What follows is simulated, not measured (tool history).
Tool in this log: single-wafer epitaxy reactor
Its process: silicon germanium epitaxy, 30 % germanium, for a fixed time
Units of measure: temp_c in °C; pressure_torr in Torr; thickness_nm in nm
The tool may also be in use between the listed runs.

{"run": 1, "day": 0.0, "temp_c": 585, "pressure_torr": 22.2, "thickness_nm": 44.103}
{"run": 2, "day": 0.138, "temp_c": 585, "pressure_torr": 20.5, "thickness_nm": 43.181}
{"run": 3, "day": 0.258, "temp_c": 585, "pressure_torr": 23.9, "thickness_nm": 44.982}
{"run": 4, "day": 0.325, "temp_c": 582, "pressure_torr": 23.7, "thickness_nm": 42.661}
{"run": 5, "day": 0.396, "temp_c": 592, "pressure_torr": 23.7, "thickness_nm": 50.422}
{"run": 6, "day": 0.667, "temp_c": 592, "pressure_torr": 27.4, "thickness_nm": 52.414}

Estimate the outcome of run 7 from the log above:
{"run": 7, "day": 0.983, "temp_c": 592, "pressure_torr": 27.4, "thickness_nm": "?"}

thickness_nm: 52.57 nm
